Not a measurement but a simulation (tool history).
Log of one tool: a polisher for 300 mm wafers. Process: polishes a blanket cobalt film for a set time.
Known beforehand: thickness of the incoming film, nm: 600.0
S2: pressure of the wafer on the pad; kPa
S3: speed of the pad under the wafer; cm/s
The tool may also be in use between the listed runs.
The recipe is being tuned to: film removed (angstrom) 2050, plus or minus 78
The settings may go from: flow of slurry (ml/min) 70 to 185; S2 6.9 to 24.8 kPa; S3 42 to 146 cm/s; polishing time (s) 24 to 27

Run 1, hour 0: flow of slurry (ml/min) 120, S2 15.9 kPa, S3 94 cm/s, polishing time (s) 27. Result: film removed (angstrom) 1358.
Run 2, hour 3: flow of slurry (ml/min) 130, S2 15.9 kPa, S3 94 cm/s, polishing time (s) 27. Result: film removed (angstrom) 1369.5.
Run 3, hour 11.2: flow of slurry (ml/min) 130, S2 15.9 kPa, S3 82 cm/s, polishing time (s) 27. Result: film removed (angstrom) 1234.2.
Run 4, hour 17.3: flow of slurry (ml/min) 135, S2 17.9 kPa, S3 82 cm/s, polishing time (s) 27. Result: film removed (angstrom) 1394.
Run 5, hour 20.4: flow of slurry (ml/min) 140, S2 19.3 kPa, S3 82 cm/s, polishing time (s) 27. Result: film removed (angstrom) 1497.6.
Run 6, hour 23.4: flow of slurry (ml/min) 140, S2 20.7 kPa, S3 82 cm/s, polishing time (s) 27. Result: film removed (angstrom) 1577.7.
Run 7, hour 24.8: flow of slurry (ml/min) 145, S2 22.1 kPa, S3 84 cm/s, polishing time (s) 27. Result: film removed (angstrom) 1735.8.
Run 8, hour 32.9: flow of slurry (ml/min) 145, S2 22.8 kPa, S3 84 cm/s, polishing time (s) 27. Result: film removed (angstrom) 1777.7.
Run 9, hour 35.2: flow of slurry (ml/min) 150, S2 23.4 kPa, S3 84 cm/s, polishing time (s) 27. Result: film removed (angstrom) 1875.9.
Run 10, hour 41.8: flow of slurry (ml/min) 155, S2 24.1 kPa, S3 84 cm/s, polishing time (s) 27. Result: film removed (angstrom) 1870.9.

Below are 4 possible settings for the next run. Only one of them brings all results inside the allowed miss of their targets. Which is it?
Run A, hour 48.4: flow of slurry (ml/min) 150, S2 24.8 kPa, S3 76 cm/s, polishing time (s) 27. Result: film removed (angstrom) ?.
Run B, hour 48.4: flow of slurry (ml/min) 125, S2 24.8 kPa, S3 80 cm/s, polishing time (s) 27. Result: film removed (angstrom) ?.
Run C, hour 48.4: flow of slurry (ml/min) 135, S2 24.8 kPa, S3 86 cm/s, polishing time (s) 26. Result: film removed (angstrom) ?.
Run D, hour 48.4: flow of slurry (ml/min) 140, S2 22.8 kPa, S3 96 cm/s, polishing time (s) 27. Result: film removed (angstrom) ?.

move  film removed (angstrom)
   A                   1784.6
   B                     1818
   C                   1902.9
   D                   2031.8
A: moves away from the targets compared with the last run
B: moves away from the targets compared with the last run
C: better than the last run, though not everything is in spec
D: each result inside its tolerance
Answer: D

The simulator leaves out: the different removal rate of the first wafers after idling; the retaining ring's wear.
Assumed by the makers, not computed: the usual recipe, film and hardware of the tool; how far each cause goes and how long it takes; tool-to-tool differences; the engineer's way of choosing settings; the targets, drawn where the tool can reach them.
